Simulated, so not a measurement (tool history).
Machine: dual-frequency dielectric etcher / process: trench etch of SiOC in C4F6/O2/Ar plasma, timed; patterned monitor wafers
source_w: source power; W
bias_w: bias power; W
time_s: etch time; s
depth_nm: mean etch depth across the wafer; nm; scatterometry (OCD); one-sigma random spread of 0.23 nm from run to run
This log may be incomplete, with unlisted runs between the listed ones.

run	hour	source_w	bias_w	time_s	depth_nm
1	0	290	183	25	45.313
2	3.9	290	157	25	43.468
3	7.3	290	129	25	40.437
4	13.8	290	129	26	42.189
5	17.3	320	129	26	44.868
6	25.5	320	109	26	43.284
7	31.3	300	109	26	41.686

The next listed run, before its measurement:
8	39.3	280	109	26	?

Run 8 came out at depth_nm 40.1 nm.

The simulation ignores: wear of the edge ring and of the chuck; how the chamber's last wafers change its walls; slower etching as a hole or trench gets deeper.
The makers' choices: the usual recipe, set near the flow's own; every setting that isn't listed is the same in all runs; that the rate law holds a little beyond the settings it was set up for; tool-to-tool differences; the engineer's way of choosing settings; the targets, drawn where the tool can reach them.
